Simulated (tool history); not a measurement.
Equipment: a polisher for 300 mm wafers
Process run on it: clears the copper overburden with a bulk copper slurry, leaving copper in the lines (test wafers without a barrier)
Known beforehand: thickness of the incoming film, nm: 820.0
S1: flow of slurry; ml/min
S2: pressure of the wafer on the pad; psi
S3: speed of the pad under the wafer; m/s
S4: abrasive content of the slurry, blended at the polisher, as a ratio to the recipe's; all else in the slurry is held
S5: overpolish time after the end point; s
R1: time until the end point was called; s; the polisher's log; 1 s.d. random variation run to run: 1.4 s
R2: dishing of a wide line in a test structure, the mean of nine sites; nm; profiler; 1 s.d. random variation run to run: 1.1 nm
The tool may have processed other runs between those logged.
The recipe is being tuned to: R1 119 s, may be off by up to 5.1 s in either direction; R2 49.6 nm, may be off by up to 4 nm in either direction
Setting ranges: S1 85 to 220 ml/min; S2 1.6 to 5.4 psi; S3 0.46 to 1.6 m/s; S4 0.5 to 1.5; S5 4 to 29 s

run,day,S1,S2,S3,S4,S5,R1,R2
1,0,140,3.5,1.02,1,15,61.335,86.554
2,0.096,140,4.3,1.02,1,15,49.813,99.9
3,0.183,140,4.3,1.02,1.1,15,50.028,94.683
4,0.362,140,5.1,1.02,1.1,15,41.617,105.85
5,0.654,140,5.1,1.02,1.2,15,40.709,106.89
6,0.925,135,4.1,0.94,1.2,13,55.417,86.322
7,1.038,135,3.3,0.88,1.2,11,70.977,67.597
8,1.379,130,2.8,0.84,1.2,11,90.457,59.051
9,1.688,120,2.6,0.84,1.2,11,96.225,54.238
10,1.838,115,2.4,0.84,1.2,12,102.87,54.951
11,2.108,110,1.9,0.84,1.2,11,130.24,39.486
12,2.362,120,1.9,0.82,1.2,12,131.85,44.754
13,2.608,120,2,0.82,1.2,12,127.51,47.522
14,2.867,130,2.2,0.82,1.2,12,112.26,49.944

Exercise: of the 5 proposed moves below, exactly one satisfies all targets within the stated allowed misses. Which move is it?
A,3.125,200,2.3,0.78,1.25,10,?,?
B,3.125,95,2.5,0.84,1.45,10,?,?
C,3.125,185,2,0.88,1.3,12,?,?
D,3.125,170,1.9,0.96,1.35,11,?,?
E,3.125,125,1.9,0.96,1.1,12,?,?

move,R1,R2
A,104.68,46.624
B,103.77,47.234
C,108.99,50.804
D,107.23,48.179
E,118.18,47.842
A: lands further from the targets than the last run did
B: lands further from the targets than the last run did
C: lands further from the targets than the last run did
D: lands further from the targets than the last run did
E: every result lands within tolerance
The right move is E.

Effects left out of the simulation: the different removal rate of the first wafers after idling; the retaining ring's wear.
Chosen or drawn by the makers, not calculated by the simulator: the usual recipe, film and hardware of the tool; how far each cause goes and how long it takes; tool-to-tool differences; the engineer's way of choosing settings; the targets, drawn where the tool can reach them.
